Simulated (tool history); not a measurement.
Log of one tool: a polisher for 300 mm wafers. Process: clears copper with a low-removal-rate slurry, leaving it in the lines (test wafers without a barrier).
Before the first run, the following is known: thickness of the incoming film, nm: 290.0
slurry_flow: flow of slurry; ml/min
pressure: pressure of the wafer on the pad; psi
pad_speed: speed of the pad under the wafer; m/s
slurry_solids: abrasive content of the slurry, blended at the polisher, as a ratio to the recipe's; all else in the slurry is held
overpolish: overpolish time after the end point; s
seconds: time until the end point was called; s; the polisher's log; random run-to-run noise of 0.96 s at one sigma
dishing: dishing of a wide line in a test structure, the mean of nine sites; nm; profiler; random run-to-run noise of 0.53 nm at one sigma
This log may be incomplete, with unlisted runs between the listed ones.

run 1 hour=0 | slurry_flow=215 pressure=2.5 pad_speed=1.34 slurry_solids=1 overpolish=30 | seconds=78.026 dishing=75.16
run 2 hour=4.4 | slurry_flow=220 pressure=2.3 pad_speed=1.34 slurry_solids=1 overpolish=26 | seconds=82.923 dishing=62.389
run 3 hour=10.1 | slurry_flow=220 pressure=2.3 pad_speed=1.34 slurry_solids=1.2 overpolish=26 | seconds=79.224 dishing=65.259
run 4 hour=12.3 | slurry_flow=195 pressure=2.3 pad_speed=1.34 slurry_solids=1.2 overpolish=26 | seconds=80.35 dishing=64.674
run 5 hour=13.5 | slurry_flow=195 pressure=2.3 pad_speed=1.48 slurry_solids=1.2 overpolish=26 | seconds=75.145 dishing=68.618
run 6 hour=14.3 | slurry_flow=200 pressure=2.1 pad_speed=1.48 slurry_solids=1.2 overpolish=24 | seconds=82.672 dishing=59.993
run 7 hour=15.2 | slurry_flow=205 pressure=2 pad_speed=1.48 slurry_solids=1.2 overpolish=22 | seconds=86.363 dishing=53.191

The next listed run, before its measurement:
run 8 hour=22.5 | slurry_flow=205 pressure=1.9 pad_speed=1.48 slurry_solids=1.2 overpolish=21 | seconds=? dishing=?

Logged for run 8: seconds 91.45 s, dishing 48.175 nm.

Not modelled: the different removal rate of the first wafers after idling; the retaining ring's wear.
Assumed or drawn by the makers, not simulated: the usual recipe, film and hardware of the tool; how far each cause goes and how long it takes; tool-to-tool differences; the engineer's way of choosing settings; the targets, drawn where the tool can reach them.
